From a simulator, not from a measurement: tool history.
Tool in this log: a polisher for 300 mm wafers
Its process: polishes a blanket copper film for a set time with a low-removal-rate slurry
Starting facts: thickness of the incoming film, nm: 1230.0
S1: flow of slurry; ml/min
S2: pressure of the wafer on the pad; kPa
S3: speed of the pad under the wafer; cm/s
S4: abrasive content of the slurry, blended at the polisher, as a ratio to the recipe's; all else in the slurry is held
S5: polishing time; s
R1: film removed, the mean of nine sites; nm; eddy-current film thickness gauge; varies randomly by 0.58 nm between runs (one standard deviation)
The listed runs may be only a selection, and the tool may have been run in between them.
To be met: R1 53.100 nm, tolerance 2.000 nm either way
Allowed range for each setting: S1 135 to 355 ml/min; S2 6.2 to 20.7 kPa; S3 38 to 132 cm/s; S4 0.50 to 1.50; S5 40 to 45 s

| run | hour | S1 | S2 | S3 | S4 | S5 | R1 |
|---|---|---|---|---|---|---|---|
| 1 | 0.0 | 225 | 13.1 | 84 | 1.00 | 45 | 70.555 |
| 2 | 8.5 | 225 | 15.2 | 84 | 1.00 | 45 | 79.828 |
| 3 | 11.9 | 225 | 15.2 | 66 | 1.00 | 45 | 64.586 |
| 4 | 13.9 | 225 | 15.2 | 66 | 1.00 | 45 | 61.789 |
| 5 | 22.4 | 175 | 15.2 | 66 | 1.00 | 45 | 61.572 |
| 6 | 26.3 | 175 | 15.2 | 76 | 1.00 | 45 | 69.986 |
| 7 | 33.3 | 175 | 13.8 | 76 | 1.00 | 45 | 64.460 |
| 8 | 40.4 | 175 | 13.1 | 76 | 1.00 | 45 | 61.782 |
| 9 | 46.2 | 175 | 12.4 | 76 | 1.00 | 45 | 59.293 |
| 10 | 50.3 | 175 | 11.7 | 76 | 1.00 | 45 | 57.233 |

Which of these 5 next moves meets every target?
| A | 54.4 | 210 | 14.5 | 70 | 0.75 | 45 | ? |
| B | 54.4 | 195 | 11.7 | 88 | 0.90 | 45 | ? |
| C | 54.4 | 180 | 11.7 | 78 | 1.00 | 41 | ? |
| D | 54.4 | 175 | 11.7 | 84 | 1.00 | 44 | ? |
| E | 54.4 | 170 | 12.4 | 76 | 0.95 | 45 | ? |

| move | R1 |
|---|---|
| A | 59.478 |
| B | 65.100 |
| C | 53.370 |
| D | 61.240 |
| E | 58.344 |
A: the biggest miss grows against the last run
B: the biggest miss grows against the last run
C: all results land within tolerance of their targets
D: the biggest miss grows against the last run
E: the biggest miss grows against the last run
C is the move that brings every result within its allowed miss.
